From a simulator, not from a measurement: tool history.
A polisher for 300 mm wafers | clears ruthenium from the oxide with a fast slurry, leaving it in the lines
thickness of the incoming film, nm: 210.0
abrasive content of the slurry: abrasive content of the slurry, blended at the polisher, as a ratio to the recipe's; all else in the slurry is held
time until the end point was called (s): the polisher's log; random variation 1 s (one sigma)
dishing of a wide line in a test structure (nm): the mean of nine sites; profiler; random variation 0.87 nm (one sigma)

run  hour  flow of slurry (ml/min)  pressure of the wafer on the pad (kPa)  speed of the pad under the wafer (m/s)  abrasive content of the slurry  overpolish time after the end point (s)  time until the end point was called (s)  dishing of a wide line in a test structure (nm)
  1     0                      205                                    22.1                                    1.26                               1                                       13                                   42.614                                           45.968
  2   2.8                      205                                    22.1                                    1.26                               1                                       17                                   43.115                                           60.344
  3    11                      205                                    19.3                                    1.18                               1                                       18                                   52.083                                           53.406
  4  12.8                      205                                    19.3                                    1.44                               1                                       18                                   43.302                                           63.188
       14  -- worn pad replaced by a new one
  5    14                      205                                    17.2                                    1.32                               1                                       19                                   48.928                                           61.555
  6  21.6                      205                                    15.2                                    1.16                               1                                       19                                   62.689                                           47.771

Forecast run 7:
  7  26.2                      195                                     9.7                                    0.86                               1                                       22                                        ?                                                ?

{"run 7": {"time until the end point was called (s)": 131.93, "dishing of a wide line in a test structure (nm)": 29.654}}

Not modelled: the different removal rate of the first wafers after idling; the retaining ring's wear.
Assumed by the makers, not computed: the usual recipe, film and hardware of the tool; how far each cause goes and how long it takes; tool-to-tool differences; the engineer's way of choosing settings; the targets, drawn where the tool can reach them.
